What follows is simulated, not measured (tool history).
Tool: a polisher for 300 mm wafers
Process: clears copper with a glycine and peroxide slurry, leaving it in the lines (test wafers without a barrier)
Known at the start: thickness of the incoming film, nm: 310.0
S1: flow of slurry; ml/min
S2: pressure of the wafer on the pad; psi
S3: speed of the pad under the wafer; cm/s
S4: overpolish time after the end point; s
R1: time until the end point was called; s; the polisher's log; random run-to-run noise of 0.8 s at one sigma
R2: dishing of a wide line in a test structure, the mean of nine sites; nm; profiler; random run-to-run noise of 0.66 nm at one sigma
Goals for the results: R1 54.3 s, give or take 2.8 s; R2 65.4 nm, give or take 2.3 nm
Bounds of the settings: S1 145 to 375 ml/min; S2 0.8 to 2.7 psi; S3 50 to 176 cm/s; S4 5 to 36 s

run  hour   S1   S2   S3  S4      R1      R2
  1     0  240  1.7  112  18   80.31  44.307
  2   5.5  240  1.7  112  25  82.686  58.272
  3   9.8  245  1.9  114  24  76.275  61.994
  4  14.8  245  1.9  114  19  72.257  51.143
  5  16.3  250    2  114  19  70.968  53.278
  6  19.9  280    2  114  19  68.586  52.485
  7  22.6  285  2.1  114  19  67.098   54.62
  8  27.2  285  2.2  114  19  65.644  57.033
  9  29.1  285  2.3  116  19  60.083  60.291
 10  31.7  285  2.4  116  19  58.694  60.686

Below are 4 possible settings for the next run. Only one of them brings all results inside the allowed miss of their targets. Which is it?
  A  34.3  265  2.5  124  19   ?   ?
  B  34.3  265  2.3  116  21   ?   ?
  C  34.3  305  2.1  122  20   ?   ?
  D  34.3  330  2.3  130  22   ?   ?

move      R1      R2
   A  54.625  65.728
   B  61.862  64.307
   C  63.048  60.507
   D   55.13  72.689
A: meets every target
B: meets the target for the result that was furthest off, but another lies outside its allowed miss
C: misses by more than the last run did
D: takes the result that was furthest off past its target
Go with A: it meets all targets.

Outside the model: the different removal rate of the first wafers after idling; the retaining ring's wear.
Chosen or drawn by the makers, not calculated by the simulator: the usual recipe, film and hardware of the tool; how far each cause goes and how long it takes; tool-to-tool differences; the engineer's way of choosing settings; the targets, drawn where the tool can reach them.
